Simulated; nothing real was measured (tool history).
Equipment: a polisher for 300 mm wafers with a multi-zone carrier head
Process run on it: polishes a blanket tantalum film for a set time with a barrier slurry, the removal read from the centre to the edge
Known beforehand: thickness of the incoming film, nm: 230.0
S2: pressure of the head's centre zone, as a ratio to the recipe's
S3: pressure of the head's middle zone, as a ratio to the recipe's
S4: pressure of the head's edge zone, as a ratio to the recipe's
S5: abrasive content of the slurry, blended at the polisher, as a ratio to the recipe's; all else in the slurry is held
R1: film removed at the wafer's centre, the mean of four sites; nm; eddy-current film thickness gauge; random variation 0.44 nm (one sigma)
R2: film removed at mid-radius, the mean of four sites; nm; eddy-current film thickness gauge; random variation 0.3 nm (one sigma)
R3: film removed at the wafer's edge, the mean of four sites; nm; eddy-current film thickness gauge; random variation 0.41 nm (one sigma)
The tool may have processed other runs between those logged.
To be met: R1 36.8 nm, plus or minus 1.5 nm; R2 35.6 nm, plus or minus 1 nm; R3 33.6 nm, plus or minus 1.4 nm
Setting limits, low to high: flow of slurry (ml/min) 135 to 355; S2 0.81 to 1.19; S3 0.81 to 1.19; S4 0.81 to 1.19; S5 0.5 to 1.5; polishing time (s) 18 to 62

Run 1, hour 0: flow of slurry (ml/min) 225, S2 1, S3 1, S4 1, S5 1, polishing time (s) 40. Result: R1 30.411 nm, R2 31.406 nm, R3 30.157 nm.
Run 2, hour 1.7: flow of slurry (ml/min) 240, S2 1.03, S3 1.02, S4 1.02, S5 1.05, polishing time (s) 40. Result: R1 32.529 nm, R2 32.559 nm, R3 31.602 nm.
Run 3, hour 2.3: flow of slurry (ml/min) 240, S2 1.07, S3 1.02, S4 1.02, S5 1.05, polishing time (s) 40. Result: R1 33.827 nm, R2 32.643 nm, R3 31.23 nm.
Run 4, hour 5.3: flow of slurry (ml/min) 240, S2 1.07, S3 1.02, S4 0.96, S5 1.05, polishing time (s) 40. Result: R1 33.17 nm, R2 33.132 nm, R3 30.373 nm.
Run 5, hour 9.4: flow of slurry (ml/min) 255, S2 1.07, S3 1.03, S4 0.98, S5 1.05, polishing time (s) 40. Result: R1 33.599 nm, R2 32.724 nm, R3 29.828 nm.
Run 6, hour 15.3: flow of slurry (ml/min) 245, S2 1.08, S3 1.04, S4 1, S5 1.1, polishing time (s) 40. Result: R1 34.454 nm, R2 33.742 nm, R3 31.251 nm.
Run 7, hour 20.7: flow of slurry (ml/min) 245, S2 1.09, S3 1.05, S4 1.02, S5 1.15, polishing time (s) 40. Result: R1 34.712 nm, R2 34.767 nm, R3 31.733 nm.
Run 8, hour 24.6: flow of slurry (ml/min) 245, S2 1.1, S3 1.05, S4 1.04, S5 1.15, polishing time (s) 40. Result: R1 35.381 nm, R2 34.162 nm, R3 33.081 nm.

5 candidate next runs follow, results not yet known. Just one meets every target within its allowed miss. Identify it.
Run A, hour 28.5: flow of slurry (ml/min) 290, S2 1.04, S3 0.99, S4 1.1, S5 1.3, polishing time (s) 39. Result: R1 ?, R2 ?, R3 ?.
Run B, hour 28.5: flow of slurry (ml/min) 205, S2 1.1, S3 1.02, S4 1.01, S5 1.05, polishing time (s) 44. Result: R1 ?, R2 ?, R3 ?.
Run C, hour 28.5: flow of slurry (ml/min) 155, S2 1.09, S3 1.01, S4 1.14, S5 1.3, polishing time (s) 40. Result: R1 ?, R2 ?, R3 ?.
Run D, hour 28.5: flow of slurry (ml/min) 255, S2 1.17, S3 1.05, S4 1.01, S5 1.15, polishing time (s) 39. Result: R1 ?, R2 ?, R3 ?.
Run E, hour 28.5: flow of slurry (ml/min) 195, S2 1.03, S3 0.94, S4 1.02, S5 1.3, polishing time (s) 41. Result: R1 ?, R2 ?, R3 ?.

move      R1      R2      R3
   A  33.528  33.858  33.333
   B  35.813  35.668  33.419
   C  33.085  33.037  32.988
   D  35.063  34.023  30.927
   E  33.472  32.765  33.076
A: moves away from the targets compared with the last run
B: every result within its allowed miss
C: moves away from the targets compared with the last run
D: moves away from the targets compared with the last run
E: moves away from the targets compared with the last run
Move B is the one to make.
